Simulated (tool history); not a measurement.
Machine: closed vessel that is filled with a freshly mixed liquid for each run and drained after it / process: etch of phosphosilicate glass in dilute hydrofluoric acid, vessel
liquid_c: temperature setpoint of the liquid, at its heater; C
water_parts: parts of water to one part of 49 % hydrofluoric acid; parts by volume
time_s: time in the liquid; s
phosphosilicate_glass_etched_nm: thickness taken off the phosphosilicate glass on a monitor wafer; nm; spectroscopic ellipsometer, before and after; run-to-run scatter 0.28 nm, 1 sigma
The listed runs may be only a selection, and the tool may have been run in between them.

run	hour	liquid_c	water_parts	time_s	phosphosilicate_glass_etched_nm
1	0.0	22.0	275	135	77.791
2	4.0	22.0	180	135	131.250
3	12.5	21.5	195	135	118.100
4	13.2	21.5	195	145	126.140
5	18.2	18.5	195	145	111.660
6	25.1	18.5	210	145	102.080
7	26.1	18.5	220	145	97.028

What does the tool deliver on the next run?
8	29.3	18.5	230	145	?

For run 8 the tool returned phosphosilicate_glass_etched_nm 91.424 nm.

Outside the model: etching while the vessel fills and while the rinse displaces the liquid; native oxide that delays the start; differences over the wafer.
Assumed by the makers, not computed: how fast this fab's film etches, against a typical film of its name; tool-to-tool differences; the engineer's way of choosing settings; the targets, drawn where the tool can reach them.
